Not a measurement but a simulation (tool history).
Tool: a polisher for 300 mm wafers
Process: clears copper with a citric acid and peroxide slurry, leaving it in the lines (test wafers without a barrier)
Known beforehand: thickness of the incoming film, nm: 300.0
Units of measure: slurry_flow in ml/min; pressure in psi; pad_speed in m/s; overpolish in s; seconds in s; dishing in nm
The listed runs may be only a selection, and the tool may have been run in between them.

| run | hour | slurry_flow | pressure | pad_speed | slurry_solids | overpolish | seconds | dishing |
|---|---|---|---|---|---|---|---|---|
| 1 | 0 | 300 | 4.1 | 0.94 | 1 | 19 | 133.86 | 29.122 |
| 2 | 3.7 | 300 | 3.9 | 0.94 | 1 | 18 | 140.86 | 27.569 |
| 3 | 10.9 | 300 | 3.7 | 0.94 | 1 | 17 | 148 | 25.305 |
| 4 | 14.7 | 235 | 3.7 | 0.94 | 1 | 17 | 152.79 | 24.451 |
| 5 | 18.1 | 235 | 3.7 | 0.78 | 1 | 17 | 181.15 | 21.932 |
| 6 | 19.1 | 235 | 3.7 | 0.86 | 1 | 17 | 165.42 | 23.141 |
| 7 | 26.8 | 235 | 3.6 | 0.86 | 1 | 17 | 171.3 | 22.908 |
| 8 | 31.3 | 235 | 3.5 | 0.86 | 1 | 16 | 174.7 | 21.207 |
| 9 | 34.9 | 235 | 3.4 | 0.86 | 1 | 16 | 180.91 | 20.127 |

Estimate the outcome of run 10 from the log above:
| 10 | 36.1 | 235 | 3 | 0.86 | 1 | 15 | ? | ? |

Run 10 produced seconds 206.65 s, dishing 17.829 nm.
